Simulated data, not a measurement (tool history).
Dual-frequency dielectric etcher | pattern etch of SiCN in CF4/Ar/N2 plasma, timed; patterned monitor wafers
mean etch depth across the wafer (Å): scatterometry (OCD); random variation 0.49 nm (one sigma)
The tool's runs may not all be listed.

run	hour	source power (kW)	bias power (kW)	Ar flow (sccm)	CF4 flow (sccm)	etch time (s)	mean etch depth across the wafer (Å)
1	0.0	0.500	0.089	83	48	115.5	1136.9
2	8.9	0.500	0.089	83	55	115.5	1150.1
3	13.0	0.500	0.104	83	55	115.5	1225.2
4	20.8	0.500	0.104	95	55	115.5	1208.5
5	22.5	0.500	0.104	88	55	115.5	1199.6
6	23.4	0.470	0.099	90	54	114.5	1105.6
7	24.3	0.470	0.099	90	54	114.5	1105.6

The next listed run, before its measurement:
8	27.3	0.470	0.099	90	54	114.5	?

{"run 8": {"mean etch depth across the wafer (Å)": 1115.4}}

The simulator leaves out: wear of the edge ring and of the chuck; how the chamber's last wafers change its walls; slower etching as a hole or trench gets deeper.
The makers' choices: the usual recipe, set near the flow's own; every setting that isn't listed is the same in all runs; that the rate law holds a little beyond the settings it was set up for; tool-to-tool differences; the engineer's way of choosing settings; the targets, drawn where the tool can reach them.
